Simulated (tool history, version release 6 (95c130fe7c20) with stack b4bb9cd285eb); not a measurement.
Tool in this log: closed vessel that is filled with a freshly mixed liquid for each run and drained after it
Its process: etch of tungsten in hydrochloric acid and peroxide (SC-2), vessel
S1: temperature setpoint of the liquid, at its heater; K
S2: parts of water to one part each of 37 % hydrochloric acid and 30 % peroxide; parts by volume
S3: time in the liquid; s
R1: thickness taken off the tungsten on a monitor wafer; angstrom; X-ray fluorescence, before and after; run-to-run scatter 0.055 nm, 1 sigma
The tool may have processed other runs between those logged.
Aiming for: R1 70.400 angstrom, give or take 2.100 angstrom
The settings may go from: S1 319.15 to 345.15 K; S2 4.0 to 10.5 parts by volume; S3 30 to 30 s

| run | day | S1 | S2 | S3 | R1 |
|---|---|---|---|---|---|
| 1 | 0.000 | 335.15 | 5.5 | 30 | 164.850 |
| 2 | 0.112 | 335.15 | 7.5 | 30 | 130.700 |
| 3 | 0.317 | 332.65 | 7.5 | 30 | 109.350 |
| 4 | 0.625 | 332.65 | 7.5 | 30 | 109.250 |
| 5 | 0.758 | 332.65 | 7.5 | 30 | 109.200 |
| 6 | 0.904 | 332.65 | 5.5 | 30 | 141.220 |
| 7 | 1.133 | 330.15 | 5.5 | 30 | 120.620 |
| 8 | 1.508 | 328.15 | 5.5 | 30 | 105.660 |
| 9 | 1.733 | 326.65 | 5.5 | 30 | 94.901 |
| 10 | 1.967 | 325.65 | 5.5 | 30 | 89.535 |
| 11 | 2.162 | 324.65 | 5.5 | 30 | 84.469 |
| 12 | 2.429 | 324.15 | 5.5 | 30 | 81.704 |
| 13 | 2.512 | 323.65 | 5.5 | 30 | 76.673 |

Below are 4 possible settings for the next run. Only one of them brings all results inside the allowed miss of their targets. Which is it?
| A | 2.596 | 322.15 | 5.0 | 30 | ? |
| B | 2.596 | 324.15 | 6.0 | 30 | ? |
| C | 2.596 | 321.15 | 5.0 | 30 | ? |
| D | 2.596 | 325.65 | 5.5 | 30 | ? |

| move | R1 |
|---|---|
| A | 75.450 |
| B | 75.437 |
| C | 70.540 |
| D | 88.834 |
A: gains on the last run, yet a result remains outside its allowed miss
B: gains on the last run, yet a result remains outside its allowed miss
C: in spec on every target
D: misses by more than the last run did
Answer: C
